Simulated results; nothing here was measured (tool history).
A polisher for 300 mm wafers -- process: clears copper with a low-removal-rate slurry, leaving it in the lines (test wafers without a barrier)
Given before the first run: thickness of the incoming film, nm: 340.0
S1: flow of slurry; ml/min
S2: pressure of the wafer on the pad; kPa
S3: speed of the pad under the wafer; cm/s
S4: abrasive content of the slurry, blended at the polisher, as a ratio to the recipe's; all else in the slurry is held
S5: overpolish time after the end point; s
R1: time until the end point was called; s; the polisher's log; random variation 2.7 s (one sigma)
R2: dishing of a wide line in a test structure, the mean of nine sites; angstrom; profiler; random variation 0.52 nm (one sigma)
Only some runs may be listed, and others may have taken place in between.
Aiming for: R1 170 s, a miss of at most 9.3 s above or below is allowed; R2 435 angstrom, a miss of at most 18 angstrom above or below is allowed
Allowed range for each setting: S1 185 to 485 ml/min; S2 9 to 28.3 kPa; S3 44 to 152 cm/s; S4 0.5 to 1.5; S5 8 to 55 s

| run | hour | S1 | S2 | S3 | S4 | S5 | R1 | R2 |
|---|---|---|---|---|---|---|---|---|
| 1 | 0 | 310 | 18.6 | 98 | 1 | 28 | 102.44 | 465.84 |
| 2 | 3.4 | 385 | 18.6 | 98 | 1 | 28 | 103.66 | 469.89 |
| 3 | 4.5 | 385 | 17.9 | 98 | 1 | 29 | 103.29 | 448.46 |
| 4 | 10.5 | 385 | 17.9 | 98 | 1 | 22 | 108.27 | 391.82 |
| 5 | 13 | 460 | 17.9 | 98 | 1 | 22 | 105.19 | 395.59 |
| 6 | 13.8 | 460 | 17.2 | 96 | 1 | 24 | 112.46 | 401.72 |
| 7 | 15.7 | 460 | 16.5 | 96 | 1 | 26 | 117.02 | 415.77 |
| 8 | 16.4 | 460 | 15.9 | 96 | 1 | 27 | 122 | 409.51 |
| 9 | 19.4 | 460 | 15.2 | 96 | 1 | 28 | 126 | 410.73 |
| 10 | 25.2 | 460 | 10.3 | 92 | 1 | 42 | 189.46 | 382.73 |

Which single option among these 4 for the next run brings every result within its allowed miss of target? Just one does.
| A | 31 | 445 | 15.2 | 78 | 1.1 | 31 | ? | ? |
| B | 31 | 425 | 10.3 | 102 | 1.15 | 39 | ? | ? |
| C | 31 | 385 | 11 | 96 | 1.1 | 45 | ? | ? |
| D | 31 | 400 | 11.7 | 104 | 1.05 | 36 | ? | ? |

| move | R1 | R2 |
|---|---|---|
| A | 147.84 | 388.15 |
| B | 169.14 | 395.54 |
| C | 170.54 | 429.87 |
| D | 151.97 | 407.68 |
A: closes in on the targets versus the last run, not all within tolerance yet
B: closes in on the targets versus the last run, not all within tolerance yet
C: every result within its allowed miss
D: closes in on the targets versus the last run, not all within tolerance yet
Go with C: it meets all targets.
